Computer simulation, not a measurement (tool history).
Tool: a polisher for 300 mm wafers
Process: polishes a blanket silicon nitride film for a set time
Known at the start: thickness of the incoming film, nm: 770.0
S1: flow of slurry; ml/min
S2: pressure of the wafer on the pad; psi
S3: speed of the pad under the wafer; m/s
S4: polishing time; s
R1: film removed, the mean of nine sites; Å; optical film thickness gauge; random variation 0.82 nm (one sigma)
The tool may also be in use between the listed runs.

run,hour,S1,S2,S3,S4,R1
1,0.0,315,4.0,1.18,78,1637.0
2,1.9,315,4.0,1.18,82,1734.8
3,3.4,315,3.7,1.18,82,1641.9
4,8.1,365,3.7,1.18,82,1636.3
5,11.9,365,3.7,1.02,82,1540.8
6,15.1,365,3.7,0.86,82,1393.4

Forecast run 7:
7,20.0,360,3.5,0.86,82,?

{"run 7": {"R1": 1371.7}}
